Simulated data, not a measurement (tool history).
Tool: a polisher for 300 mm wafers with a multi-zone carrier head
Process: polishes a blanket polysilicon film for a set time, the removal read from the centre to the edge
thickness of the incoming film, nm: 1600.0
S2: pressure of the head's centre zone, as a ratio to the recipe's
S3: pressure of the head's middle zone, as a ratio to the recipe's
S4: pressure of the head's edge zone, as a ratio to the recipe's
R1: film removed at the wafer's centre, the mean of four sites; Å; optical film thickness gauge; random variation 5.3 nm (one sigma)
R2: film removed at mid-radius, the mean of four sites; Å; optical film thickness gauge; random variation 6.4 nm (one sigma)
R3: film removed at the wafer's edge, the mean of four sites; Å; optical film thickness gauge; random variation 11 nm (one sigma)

{"run": 1, "hour": 0.0, "flow of slurry (ml/min)": 160, "S2": 1.0, "S3": 1.0, "S4": 1.0, "polishing time (s)": 69, "R1": 6075.5, "R2": 5868.3, "R3": 6241.0}
{"run": 2, "hour": 5.9, "flow of slurry (ml/min)": 145, "S2": 1.0, "S3": 1.0, "S4": 1.0, "polishing time (s)": 69, "R1": 5972.2, "R2": 5883.7, "R3": 5939.9}
{"run": 3, "hour": 13.2, "flow of slurry (ml/min)": 145, "S2": 1.0, "S3": 1.0, "S4": 1.05, "polishing time (s)": 69, "R1": 6058.5, "R2": 5764.1, "R3": 6342.9}
{"run": 4, "hour": 15.9, "flow of slurry (ml/min)": 145, "S2": 1.0, "S3": 1.0, "S4": 0.97, "polishing time (s)": 69, "R1": 5996.9, "R2": 5845.1, "R3": 5830.7}
{"run": 5, "hour": 23.2, "flow of slurry (ml/min)": 160, "S2": 1.02, "S3": 1.0, "S4": 0.99, "polishing time (s)": 69, "R1": 6158.7, "R2": 5836.8, "R3": 6047.5}
{"run": 6, "hour": 27.8, "flow of slurry (ml/min)": 185, "S2": 1.02, "S3": 1.0, "S4": 0.99, "polishing time (s)": 69, "R1": 6278.8, "R2": 5960.3, "R3": 6068.3}
{"run": 7, "hour": 35.3, "flow of slurry (ml/min)": 190, "S2": 1.04, "S3": 1.01, "S4": 1.03, "polishing time (s)": 70, "R1": 6387.5, "R2": 6106.0, "R3": 6439.8}

Forecast run 8:
{"run": 8, "hour": 36.1, "flow of slurry (ml/min)": 195, "S2": 1.07, "S3": 1.01, "S4": 1.05, "polishing time (s)": 71, "R1": "?", "R2": "?", "R3": "?"}

Run 8 gave R1 6659.0 Å, R2 6167.2 Å, R3 6689.7 Å.
